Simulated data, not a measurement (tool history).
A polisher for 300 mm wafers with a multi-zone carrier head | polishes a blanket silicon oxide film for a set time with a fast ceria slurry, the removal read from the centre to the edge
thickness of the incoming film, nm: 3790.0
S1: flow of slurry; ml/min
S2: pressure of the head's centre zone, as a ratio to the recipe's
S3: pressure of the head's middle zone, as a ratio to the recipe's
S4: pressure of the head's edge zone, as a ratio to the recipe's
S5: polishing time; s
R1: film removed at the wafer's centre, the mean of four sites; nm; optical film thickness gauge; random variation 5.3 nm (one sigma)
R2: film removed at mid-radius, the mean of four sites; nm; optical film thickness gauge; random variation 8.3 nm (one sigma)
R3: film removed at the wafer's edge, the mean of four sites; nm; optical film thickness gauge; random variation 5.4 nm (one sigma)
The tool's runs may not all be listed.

run 1 hour=0.0 | S1=310 S2=1.00 S3=1.00 S4=1.00 S5=67 | R1=1004.00 R2=1012.30 R3=1033.30
run 2 hour=3.6 | S1=310 S2=1.03 S3=1.00 S4=1.00 S5=67 | R1=1038.90 R2=1014.60 R3=1054.90
run 3 hour=8.2 | S1=310 S2=0.99 S3=0.98 S4=0.95 S5=57 | R1=842.68 R2=853.93 R3=864.68
run 4 hour=17.0 | S1=310 S2=0.99 S3=0.98 S4=0.90 S5=57 | R1=853.87 R2=868.53 R3=843.71
run 5 hour=19.5 | S1=310 S2=0.99 S3=0.98 S4=0.87 S5=57 | R1=862.06 R2=847.11 R3=829.77
run 6 hour=23.0 | S1=310 S2=1.06 S3=0.98 S4=0.87 S5=57 | R1=908.21 R2=859.72 R3=819.83
run 7 hour=24.0 | S1=305 S2=1.01 S3=0.97 S4=0.86 S5=51 | R1=764.28 R2=766.43 R3=732.34
run 8 hour=28.3 | S1=290 S2=0.98 S3=0.96 S4=0.85 S5=48 | R1=705.55 R2=708.99 R3=681.57
run 9 hour=29.7 | S1=265 S2=0.94 S3=0.95 S4=0.84 S5=47 | R1=652.85 R2=692.25 R3=672.37
run 10 hour=33.0 | S1=255 S2=0.94 S3=0.94 S4=0.83 S5=46 | R1=639.22 R2=661.28 R3=642.43
run 11 hour=36.6 | S1=240 S2=0.93 S3=0.94 S4=0.82 S5=46 | R1=631.08 R2=655.62 R3=647.60
run 12 hour=42.6 | S1=250 S2=0.92 S3=0.96 S4=0.82 S5=42 | R1=567.34 R2=615.28 R3=588.97

Run 13 comes next. What will it give?
run 13 hour=43.6 | S1=265 S2=0.92 S3=0.96 S4=0.83 S5=42 | R1=? R2=? R3=?

R1: 577.63 nm
R2: 625.02 nm
R3: 588.10 nm
